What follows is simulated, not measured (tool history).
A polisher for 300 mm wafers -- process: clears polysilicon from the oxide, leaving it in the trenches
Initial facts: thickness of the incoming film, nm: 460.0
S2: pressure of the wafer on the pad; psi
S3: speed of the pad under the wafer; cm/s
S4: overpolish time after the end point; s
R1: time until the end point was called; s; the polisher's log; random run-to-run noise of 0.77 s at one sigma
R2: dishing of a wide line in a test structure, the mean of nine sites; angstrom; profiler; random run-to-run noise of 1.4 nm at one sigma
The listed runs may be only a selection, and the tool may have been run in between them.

run 1 hour=0.0 | flow_of_slurry_(ml/min)=170 S2=2.7 S3=110 S4=17 | R1=31.881 R2=546.75
run 2 hour=3.4 | flow_of_slurry_(ml/min)=170 S2=2.7 S3=110 S4=12 | R1=31.955 R2=529.07
run 3 hour=11.1 | flow_of_slurry_(ml/min)=170 S2=2.7 S3=92 S4=12 | R1=38.405 R2=512.33
run 4 hour=18.3 | flow_of_slurry_(ml/min)=170 S2=2.7 S3=92 S4=6 | R1=37.332 R2=402.72
run 5 hour=19.1 | flow_of_slurry_(ml/min)=170 S2=3.3 S3=92 S4=6 | R1=31.103 R2=435.71
run 6 hour=22.4 | flow_of_slurry_(ml/min)=130 S2=3.3 S3=92 S4=6 | R1=32.385 R2=439.09
run 7 hour=29.8 | flow_of_slurry_(ml/min)=130 S2=3.1 S3=90 S4=9 | R1=36.208 R2=490.55
run 8 hour=35.0 | flow_of_slurry_(ml/min)=125 S2=3.0 S3=90 S4=10 | R1=37.200 R2=513.35
run 9 hour=35.7 | flow_of_slurry_(ml/min)=125 S2=2.9 S3=90 S4=11 | R1=37.614 R2=510.11
run 10 hour=42.4 | flow_of_slurry_(ml/min)=125 S2=2.8 S3=90 S4=12 | R1=38.594 R2=531.74
run 11 hour=50.9 | flow_of_slurry_(ml/min)=125 S2=2.7 S3=90 S4=12 | R1=39.751 R2=486.96

Forecast run 12:
run 12 hour=56.0 | flow_of_slurry_(ml/min)=125 S2=2.7 S3=88 S4=14 | R1=? R2=?

R1: 41.280 s
R2: 511.04 angstrom
